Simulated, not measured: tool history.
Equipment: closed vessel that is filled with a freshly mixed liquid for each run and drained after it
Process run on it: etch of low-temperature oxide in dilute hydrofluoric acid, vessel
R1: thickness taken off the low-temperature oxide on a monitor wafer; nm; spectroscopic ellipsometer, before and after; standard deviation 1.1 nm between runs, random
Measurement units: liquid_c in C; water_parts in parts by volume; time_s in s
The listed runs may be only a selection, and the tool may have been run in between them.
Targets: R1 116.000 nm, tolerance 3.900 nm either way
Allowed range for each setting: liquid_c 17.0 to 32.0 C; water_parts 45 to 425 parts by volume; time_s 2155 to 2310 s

{"run": 1, "hour": 0.0, "liquid_c": 24.0, "water_parts": 235, "time_s": 2155, "R1": 82.297}
{"run": 2, "hour": 6.8, "liquid_c": 24.0, "water_parts": 190, "time_s": 2155, "R1": 104.77}
{"run": 3, "hour": 13.8, "liquid_c": 24.5, "water_parts": 190, "time_s": 2155, "R1": 110.18}
{"run": 4, "hour": 16.1, "liquid_c": 25.0, "water_parts": 190, "time_s": 2155, "R1": 111.97}
{"run": 5, "hour": 18.8, "liquid_c": 25.5, "water_parts": 190, "time_s": 2155, "R1": 111.5}
{"run": 6, "hour": 25.8, "liquid_c": 24.0, "water_parts": 190, "time_s": 2155, "R1": 107.51}
{"run": 7, "hour": 27.1, "liquid_c": 24.5, "water_parts": 190, "time_s": 2155, "R1": 105.35}
{"run": 8, "hour": 34.9, "liquid_c": 25.0, "water_parts": 190, "time_s": 2155, "R1": 109.21}
{"run": 9, "hour": 41.6, "liquid_c": 25.5, "water_parts": 190, "time_s": 2155, "R1": 110.4}

Of the 4 settings listed for the next run, only one would bring every result within its allowed miss of target. Which one?
{"run": "A", "hour": 48.3, "liquid_c": 25.5, "water_parts": 210, "time_s": 2310, "R1": "?"}
{"run": "B", "hour": 48.3, "liquid_c": 28.0, "water_parts": 200, "time_s": 2310, "R1": "?"}
{"run": "C", "hour": 48.3, "liquid_c": 26.0, "water_parts": 210, "time_s": 2225, "R1": "?"}
{"run": "D", "hour": 48.3, "liquid_c": 26.0, "water_parts": 185, "time_s": 2155, "R1": "?"}

move=A R1=105.950
move=B R1=123.040
move=C R1=103.910
move=D R1=117.510
A: further off than the last run
B: carries the result that was furthest off beyond its target, to the other side
C: further off than the last run
D: all results land within tolerance of their targets
So the answer is move D, the one that meets all the targets.
